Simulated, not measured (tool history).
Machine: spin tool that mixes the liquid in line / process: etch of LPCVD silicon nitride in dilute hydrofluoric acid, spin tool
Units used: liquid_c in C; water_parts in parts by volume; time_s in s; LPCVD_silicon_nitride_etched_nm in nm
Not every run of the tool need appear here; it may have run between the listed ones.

| run | hour | liquid_c | water_parts | time_s | LPCVD_silicon_nitride_etched_nm |
|---|---|---|---|---|---|
| 1 | 0.0 | 22.0 | 95 | 325 | 1.5657 |
| 2 | 6.7 | 21.0 | 100 | 325 | 1.3384 |
| 3 | 8.5 | 20.5 | 105 | 325 | 1.2013 |
| 4 | 15.5 | 18.5 | 105 | 325 | 1.0852 |
| 5 | 18.3 | 20.5 | 105 | 325 | 1.1619 |
| 6 | 22.7 | 20.0 | 105 | 325 | 1.1772 |

Forecast run 7:
| 7 | 31.4 | 19.5 | 105 | 325 | ? |

{"run 7": {"LPCVD_silicon_nitride_etched_nm": 1.0675}}
